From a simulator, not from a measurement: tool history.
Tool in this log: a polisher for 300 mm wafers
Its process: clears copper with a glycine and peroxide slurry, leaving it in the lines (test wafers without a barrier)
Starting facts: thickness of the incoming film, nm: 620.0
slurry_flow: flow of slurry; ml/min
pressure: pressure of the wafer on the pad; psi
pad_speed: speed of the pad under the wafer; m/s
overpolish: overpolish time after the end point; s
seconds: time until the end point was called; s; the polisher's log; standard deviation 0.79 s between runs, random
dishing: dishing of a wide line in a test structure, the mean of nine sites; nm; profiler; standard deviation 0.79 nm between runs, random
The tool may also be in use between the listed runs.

run	hour	slurry_flow	pressure	pad_speed	overpolish	seconds	dishing
1	0.0	210	3.3	0.76	20	106.780	55.873
2	2.1	210	3.4	0.76	17	103.930	51.123
3	8.1	210	3.5	0.76	14	102.500	46.285
4	13.2	210	3.6	0.76	12	99.614	42.142
5	18.7	215	3.7	0.76	11	95.974	37.679
6	22.2	215	3.7	0.76	6	97.344	22.481
7	25.8	225	3.9	0.76	11	95.557	37.393
8	29.1	225	3.9	0.76	11	93.607	41.102
9	32.7	225	3.9	0.76	10	95.059	38.133

Run 10 is up next; what results do you expect?
10	38.1	220	3.9	0.76	10	?	?

{"run 10": {"seconds": 92.714, "dishing": 36.907}}
